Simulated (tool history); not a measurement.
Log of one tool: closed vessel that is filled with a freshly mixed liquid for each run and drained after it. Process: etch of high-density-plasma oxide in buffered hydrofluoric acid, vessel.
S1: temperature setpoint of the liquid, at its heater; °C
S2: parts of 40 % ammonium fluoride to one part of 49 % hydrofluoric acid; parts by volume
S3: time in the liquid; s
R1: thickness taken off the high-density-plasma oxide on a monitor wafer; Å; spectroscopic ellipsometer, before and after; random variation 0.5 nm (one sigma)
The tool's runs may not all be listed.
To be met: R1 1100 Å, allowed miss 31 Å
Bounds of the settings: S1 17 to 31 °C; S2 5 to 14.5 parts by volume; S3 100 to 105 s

Run 1, hour 0: S1 23 °C, S2 9 parts by volume, S3 100 s. Result: R1 1240.1 Å.
Run 2, hour 6.9: S1 26 °C, S2 9 parts by volume, S3 100 s. Result: R1 1455.1 Å.
Run 3, hour 10: S1 25 °C, S2 9 parts by volume, S3 100 s. Result: R1 1380.7 Å.
Run 4, hour 14.7: S1 24 °C, S2 9 parts by volume, S3 100 s. Result: R1 1311.4 Å.
Run 5, hour 23.6: S1 24 °C, S2 9 parts by volume, S3 100 s. Result: R1 1309.5 Å.
Run 6, hour 27.3: S1 23.5 °C, S2 9 parts by volume, S3 100 s. Result: R1 1261.8 Å.
Run 7, hour 31.8: S1 23 °C, S2 9 parts by volume, S3 100 s. Result: R1 1243.6 Å.
Run 8, hour 39.4: S1 22.5 °C, S2 9 parts by volume, S3 100 s. Result: R1 1207.8 Å.
Run 9, hour 40.1: S1 22 °C, S2 9 parts by volume, S3 100 s. Result: R1 1172.8 Å.
Run 10, hour 42.7: S1 21.5 °C, S2 9 parts by volume, S3 100 s. Result: R1 1141.6 Å.

Which of these 4 next moves meets every target?
Run A, hour 45.3: S1 17.5 °C, S2 7.5 parts by volume, S3 100 s. Result: R1 ?.
Run B, hour 45.3: S1 21 °C, S2 8.5 parts by volume, S3 100 s. Result: R1 ?.
Run C, hour 45.3: S1 23.5 °C, S2 10 parts by volume, S3 100 s. Result: R1 ?.
Run D, hour 45.3: S1 21.5 °C, S2 8.5 parts by volume, S3 100 s. Result: R1 ?.

move      R1
   A  1109.3
   B  1179.3
   C  1190.5
   D  1212.5
A: meets every target
B: further off than the last run
C: further off than the last run
D: further off than the last run
Move A is the one to make.

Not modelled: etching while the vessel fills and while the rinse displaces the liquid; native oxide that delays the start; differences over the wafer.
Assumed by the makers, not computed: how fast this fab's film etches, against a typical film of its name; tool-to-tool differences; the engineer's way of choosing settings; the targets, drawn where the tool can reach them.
